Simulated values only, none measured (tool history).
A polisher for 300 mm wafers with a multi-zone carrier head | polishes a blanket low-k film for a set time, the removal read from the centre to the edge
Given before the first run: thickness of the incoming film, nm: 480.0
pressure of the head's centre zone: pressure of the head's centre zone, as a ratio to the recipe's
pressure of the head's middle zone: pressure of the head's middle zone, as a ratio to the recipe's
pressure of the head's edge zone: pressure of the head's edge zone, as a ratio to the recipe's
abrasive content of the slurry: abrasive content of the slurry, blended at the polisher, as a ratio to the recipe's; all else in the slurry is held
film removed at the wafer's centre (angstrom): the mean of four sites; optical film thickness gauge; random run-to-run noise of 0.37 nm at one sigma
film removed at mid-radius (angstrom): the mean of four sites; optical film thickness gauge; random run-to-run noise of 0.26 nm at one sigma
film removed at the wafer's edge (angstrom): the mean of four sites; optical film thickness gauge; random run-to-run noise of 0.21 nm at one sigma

| run | hour | flow of slurry (ml/min) | pressure of the head's centre zone | pressure of the head's middle zone | pressure of the head's edge zone | abrasive content of the slurry | polishing time (s) | film removed at the wafer's centre (angstrom) | film removed at mid-radius (angstrom) | film removed at the wafer's edge (angstrom) |
|---|---|---|---|---|---|---|---|---|---|---|
| 1 | 0 | 255 | 1 | 1 | 1 | 1 | 61 | 375.74 | 375.79 | 383.88 |
| 2 | 2.6 | 255 | 1.01 | 1 | 0.98 | 0.95 | 59 | 366.19 | 348.98 | 357.38 |
| 3 | 3.9 | 310 | 1.01 | 1 | 0.98 | 0.95 | 59 | 379.52 | 357.94 | 358.62 |
| 4 | 11.4 | 310 | 1.01 | 1 | 0.98 | 0.95 | 48 | 295.16 | 288.92 | 292.36 |
| 5 | 12.9 | 310 | 1.01 | 1 | 0.98 | 0.95 | 33 | 206.24 | 196.88 | 203.62 |
| 6 | 14.8 | 315 | 1.02 | 1.01 | 0.98 | 0.95 | 33 | 206.03 | 199.17 | 203.73 |
| 7 | 21.3 | 320 | 1.03 | 1.02 | 0.98 | 0.95 | 33 | 213.63 | 200.38 | 197.32 |
| 8 | 21.9 | 320 | 1.03 | 1.02 | 0.98 | 1 | 33 | 213.6 | 205.04 | 204.47 |
| 9 | 29.9 | 320 | 1.04 | 1.02 | 0.98 | 1 | 33 | 220.7 | 212.92 | 205.99 |

Predict the results of run 10:
| 10 | 33 | 320 | 1.05 | 1.02 | 0.98 | 1 | 33 | ? | ? | ? |

Run 10 yielded film removed at the wafer's centre (angstrom) 221.19, film removed at mid-radius (angstrom) 206.31, film removed at the wafer's edge (angstrom) 204.11.

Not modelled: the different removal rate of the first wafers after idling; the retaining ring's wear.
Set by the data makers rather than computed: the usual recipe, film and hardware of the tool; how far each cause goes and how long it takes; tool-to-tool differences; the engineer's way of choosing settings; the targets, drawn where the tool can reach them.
